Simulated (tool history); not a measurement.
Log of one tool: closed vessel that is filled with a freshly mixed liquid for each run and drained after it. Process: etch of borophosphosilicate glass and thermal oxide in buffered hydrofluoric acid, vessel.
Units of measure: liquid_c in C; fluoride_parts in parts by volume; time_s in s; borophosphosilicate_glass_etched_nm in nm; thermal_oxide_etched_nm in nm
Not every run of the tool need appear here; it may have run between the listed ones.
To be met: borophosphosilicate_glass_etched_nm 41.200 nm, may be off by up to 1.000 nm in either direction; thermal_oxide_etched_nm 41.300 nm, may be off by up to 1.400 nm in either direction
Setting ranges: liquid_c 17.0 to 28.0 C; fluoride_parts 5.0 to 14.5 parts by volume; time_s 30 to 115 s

run,hour,liquid_c,fluoride_parts,time_s,borophosphosilicate_glass_etched_nm,thermal_oxide_etched_nm
1,0.0,20.0,9.0,60,68.003,67.427
2,8.2,20.0,9.0,50,56.195,56.120
3,9.2,19.0,9.5,50,51.552,52.051
4,10.3,18.5,10.0,50,48.372,48.904
5,12.4,18.5,10.0,65,62.838,62.983
6,19.7,18.0,11.5,65,53.417,53.152
7,25.6,17.5,12.0,65,49.865,49.600
8,26.8,17.5,12.5,65,47.689,47.387
9,33.5,17.5,13.0,65,45.902,46.491
10,34.7,17.5,13.5,65,44.240,44.735

Consider the 4 candidate settings below. Which is the only one whose results all fall within their allowed miss of target?
A,35.9,17.0,11.5,50,?,?
B,35.9,17.5,14.5,65,?,?
C,35.9,23.0,14.5,45,?,?
D,35.9,21.5,14.5,50,?,?

move,borophosphosilicate_glass_etched_nm,thermal_oxide_etched_nm
A,38.729,38.361
B,41.194,40.879
C,38.661,38.503
D,39.576,39.380
A: moves the result that the last run missed by most past its target, out the other side
B: all results in spec
C: moves the result that the last run missed by most past its target, out the other side
D: moves the result that the last run missed by most past its target, out the other side
Correct choice: B, which meets every target
